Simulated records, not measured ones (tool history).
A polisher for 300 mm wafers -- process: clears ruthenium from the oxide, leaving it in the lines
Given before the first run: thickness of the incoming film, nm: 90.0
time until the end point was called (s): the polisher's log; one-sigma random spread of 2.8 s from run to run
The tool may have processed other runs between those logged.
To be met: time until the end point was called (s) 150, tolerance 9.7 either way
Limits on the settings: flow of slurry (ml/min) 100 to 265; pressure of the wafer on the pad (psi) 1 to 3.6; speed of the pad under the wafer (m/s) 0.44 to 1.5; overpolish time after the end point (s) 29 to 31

run,hour,flow of slurry (ml/min),pressure of the wafer on the pad (psi),speed of the pad under the wafer (m/s),overpolish time after the end point (s),time until the end point was called (s)
1,0,170,2.3,0.96,29,81.116
2,6.6,170,2,0.94,29,93.308
3,13.9,170,2.3,0.94,29,79.365
4,18,155,2.3,0.94,29,83.254
5,24.8,155,2.3,1.08,29,75.784
# hour 27.8: head pressure recalibrated
6,27.8,155,2.3,0.9,29,94.326
7,29.5,145,2.2,0.9,29,98.176
8,33.5,135,2,0.9,29,111.18
9,40.6,130,1.9,0.9,29,117.64
10,48.9,130,1.3,0.86,29,178.18
11,53.9,140,1.3,0.86,29,170.55
12,54.5,145,1.3,0.86,29,171.58

Which of these 4 next moves meets every target?
A,55.1,150,1.4,0.78,29,?
B,55.1,150,1.1,0.98,31,?
C,55.1,155,1.6,0.8,29,?
D,55.1,165,1.3,0.86,29,?

move,time until the end point was called (s)
A,172.17
B,175.37
C,147.38
D,166.62
A: as far off as the last run
B: moves away from the targets compared with the last run
C: every result lands within tolerance
D: an improvement on the last run, though not all results are within tolerance
So the answer is move C, the one that meets all the targets.
